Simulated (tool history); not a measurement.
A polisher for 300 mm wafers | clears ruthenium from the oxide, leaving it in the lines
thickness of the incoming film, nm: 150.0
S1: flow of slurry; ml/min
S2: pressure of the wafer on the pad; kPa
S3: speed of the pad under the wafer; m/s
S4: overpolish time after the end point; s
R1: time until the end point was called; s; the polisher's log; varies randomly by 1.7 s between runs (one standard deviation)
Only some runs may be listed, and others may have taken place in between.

run 1 hour=0.0 | S1=220 S2=14.5 S3=0.90 S4=5 | R1=164.32
run 2 hour=1.7 | S1=165 S2=14.5 S3=0.90 S4=5 | R1=173.28
run 3 hour=6.9 | S1=165 S2=17.9 S3=0.90 S4=5 | R1=154.09
run 4 hour=10.0 | S1=165 S2=17.9 S3=1.04 S4=5 | R1=135.67
run 5 hour=14.1 | S1=165 S2=17.9 S3=1.04 S4=5 | R1=130.94
run 6 hour=16.6 | S1=140 S2=17.9 S3=1.04 S4=5 | R1=136.39
run 7 hour=23.5 | S1=145 S2=18.6 S3=1.04 S4=5 | R1=133.93

Expected results for the next run?
run 8 hour=24.1 | S1=150 S2=19.3 S3=1.04 S4=5 | R1=?

R1: 127.83 s
